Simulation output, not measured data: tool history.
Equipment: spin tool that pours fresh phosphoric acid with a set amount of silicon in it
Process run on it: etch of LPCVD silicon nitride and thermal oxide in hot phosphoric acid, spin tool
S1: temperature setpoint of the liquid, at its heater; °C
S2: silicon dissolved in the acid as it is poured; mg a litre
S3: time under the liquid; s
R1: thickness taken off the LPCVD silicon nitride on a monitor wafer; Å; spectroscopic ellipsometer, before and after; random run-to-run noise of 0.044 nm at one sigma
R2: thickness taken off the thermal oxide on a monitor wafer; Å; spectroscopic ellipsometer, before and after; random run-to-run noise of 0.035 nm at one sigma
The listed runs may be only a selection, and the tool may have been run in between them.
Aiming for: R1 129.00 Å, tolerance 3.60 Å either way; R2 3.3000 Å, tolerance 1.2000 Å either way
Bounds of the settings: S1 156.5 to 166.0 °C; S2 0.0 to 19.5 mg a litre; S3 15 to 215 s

run  hour     S1    S2   S3      R1      R2
  1   0.0  161.0   8.5  110  104.34  2.8642
  2   4.0  162.5   8.5  110  109.62  2.9705
  3  10.9  161.5   8.5  110  105.73  3.2868
  4  12.7  162.5   9.5  115  114.55  2.8193
  5  13.9  162.5   9.5  160  159.59  5.2277
  6  20.7  162.5   9.5  195  194.59  7.0228
  7  29.5  161.0  11.0  185  175.22  5.5079
  8  31.6  160.0  11.5  175  160.47  3.8561
  9  39.8  159.5  10.0  170  152.58  3.2262
 10  43.9  160.0  10.0  160  147.00  4.2957
 11  44.9  159.5  10.5  155  139.59  3.7414

Of the 4 settings listed for the next run, only one would bring every result within its allowed miss of target. Which one?
  A  45.9  159.5  11.5  150   ?   ?
  B  45.9  157.5   4.5  155   ?   ?
  C  45.9  159.0  11.0  155   ?   ?
  D  45.9  159.5  12.5  155   ?   ?

move      R1      R2
   A  135.58  3.1871
   B  130.94  3.2933
   C  137.76  3.2096
   D  140.10  3.2177
A: better than the last run, though not everything is in spec
B: all results land within tolerance of their targets
C: better than the last run, though not everything is in spec
D: roughly where the last run was
Move B is the one to make.
